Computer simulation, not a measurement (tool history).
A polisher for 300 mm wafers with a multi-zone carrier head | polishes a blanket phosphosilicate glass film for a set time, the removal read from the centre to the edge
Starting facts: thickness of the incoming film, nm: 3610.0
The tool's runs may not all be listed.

| run | hour | flow of slurry (ml/min) | pressure of the head's centre zone | pressure of the head's middle zone | pressure of the head's edge zone | abrasive content of the slurry | polishing time (s) | film removed at the wafer's centre (angstrom) | film removed at mid-radius (angstrom) | film removed at the wafer's edge (angstrom) |
|---|---|---|---|---|---|---|---|---|---|---|
| 1 | 0.0 | 280 | 1.00 | 1.00 | 1.00 | 1.00 | 49 | 5237.5 | 5068.2 | 5170.2 |
| 2 | 2.4 | 280 | 1.01 | 0.98 | 0.97 | 0.95 | 49 | 5118.2 | 4848.4 | 4976.9 |
| 3 | 3.5 | 280 | 1.01 | 0.98 | 0.97 | 1.15 | 49 | 5756.5 | 5458.5 | 5360.8 |
| 4 | 9.8 | 280 | 1.01 | 0.98 | 0.97 | 1.25 | 49 | 5951.9 | 5602.6 | 5596.1 |
| 5 | 11.5 | 280 | 1.01 | 0.90 | 0.97 | 1.25 | 49 | 5915.4 | 5276.7 | 5727.1 |
| 6 | 12.9 | 280 | 1.01 | 0.90 | 0.92 | 1.25 | 49 | 5994.2 | 5298.1 | 5599.4 |
| 7 | 15.6 | 280 | 1.01 | 0.90 | 0.92 | 1.25 | 49 | 5925.4 | 5301.8 | 5653.9 |
| 8 | 21.3 | 280 | 1.03 | 0.90 | 0.91 | 1.15 | 48 | 5662.7 | 4919.6 | 5171.4 |

What will run 9 give?
| 9 | 29.0 | 275 | 1.04 | 0.89 | 0.90 | 1.05 | 48 | ? | ? | ? |

For run 9 the tool returned film removed at the wafer's centre (angstrom) 5460.3, film removed at mid-radius (angstrom) 4688.4, film removed at the wafer's edge (angstrom) 4953.0.
